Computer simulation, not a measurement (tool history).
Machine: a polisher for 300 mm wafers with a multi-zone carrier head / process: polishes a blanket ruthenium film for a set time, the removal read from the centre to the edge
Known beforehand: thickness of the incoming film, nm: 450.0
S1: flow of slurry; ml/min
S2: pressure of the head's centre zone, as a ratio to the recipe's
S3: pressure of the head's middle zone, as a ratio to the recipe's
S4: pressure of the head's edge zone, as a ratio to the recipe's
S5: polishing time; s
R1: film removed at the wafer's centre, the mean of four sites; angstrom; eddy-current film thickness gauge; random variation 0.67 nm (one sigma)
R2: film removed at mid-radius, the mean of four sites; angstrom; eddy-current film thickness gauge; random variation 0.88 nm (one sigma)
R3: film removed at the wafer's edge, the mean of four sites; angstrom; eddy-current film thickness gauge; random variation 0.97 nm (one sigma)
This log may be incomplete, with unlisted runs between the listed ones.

run 1 hour=0.0 | S1=250 S2=1.00 S3=1.00 S4=1.00 S5=69 | R1=1178.30 R2=1212.40 R3=1174.10
run 2 hour=0.9 | S1=245 S2=0.97 S3=0.98 S4=0.96 S5=64 | R1=1065.50 R2=1093.10 R3=1091.40
run 3 hour=6.5 | S1=245 S2=0.96 S3=1.00 S4=0.94 S5=59 | R1=950.29 R2=1013.50 R3=974.65
run 4 hour=8.2 | S1=245 S2=0.96 S3=1.00 S4=0.94 S5=71 | R1=1147.70 R2=1231.70 R3=1177.10
run 5 hour=8.8 | S1=245 S2=0.96 S3=0.94 S4=0.94 S5=71 | R1=1138.30 R2=1178.50 R3=1204.10
run 6 hour=17.3 | S1=245 S2=0.95 S3=0.96 S4=0.92 S5=66 | R1=1065.30 R2=1111.30 R3=1105.10
run 7 hour=19.5 | S1=225 S2=0.85 S3=0.97 S4=0.82 S5=49 | R1=690.63 R2=824.58 R3=746.66

Expected results for the next run?
run 8 hour=22.4 | S1=295 S2=0.93 S3=0.99 S4=0.92 S5=49 | R1=? R2=? R3=?

Run 8 yielded R1 788.43 angstrom, R2 862.62 angstrom, R3 820.49 angstrom.
